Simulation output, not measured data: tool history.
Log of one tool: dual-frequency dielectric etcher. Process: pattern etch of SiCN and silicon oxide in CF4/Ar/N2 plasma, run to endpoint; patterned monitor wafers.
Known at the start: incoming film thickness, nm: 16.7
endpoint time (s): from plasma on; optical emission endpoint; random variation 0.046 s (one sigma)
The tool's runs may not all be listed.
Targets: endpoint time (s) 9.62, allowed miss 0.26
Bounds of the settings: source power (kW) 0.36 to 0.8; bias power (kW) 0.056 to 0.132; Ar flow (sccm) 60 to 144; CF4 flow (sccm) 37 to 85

run  hour  source power (kW)  bias power (kW)  Ar flow (sccm)  CF4 flow (sccm)  endpoint time (s)
  1     0               0.58            0.094             102               61             13.204
  2   2.4               0.58            0.101             102               61              12.84
  3   9.2               0.58            0.112             102               61             12.387
  4  10.2               0.58             0.12             102               61              12.18
  5  12.6               0.61            0.121             102               61              11.48
  6  14.2               0.63            0.121             102               61              11.18
  7  18.2               0.65            0.121             102               61             10.868
  8  25.7               0.66            0.121             102               61             10.729
  9  33.7               0.67            0.121             102               61              10.61
 10    38               0.68            0.121             102               61              10.44
 11  41.1               0.69            0.121             102               61             10.231

4 next moves are on the table. One of them brings every result within its allowed miss. Which?
  A  44.2               0.78             0.12             102               63                  ?
  B  44.2               0.63            0.111              92               70                  ?
  C  44.2               0.75            0.125             100               71                  ?
  D  44.2               0.73            0.129             103               59                  ?

move  endpoint time (s)
   A              9.172
   B             11.064
   C              9.151
   D             9.6001
A: takes the result that was furthest off past its target
B: further off than the last run
C: takes the result that was furthest off past its target
D: meets every target
Move D is the one to make.
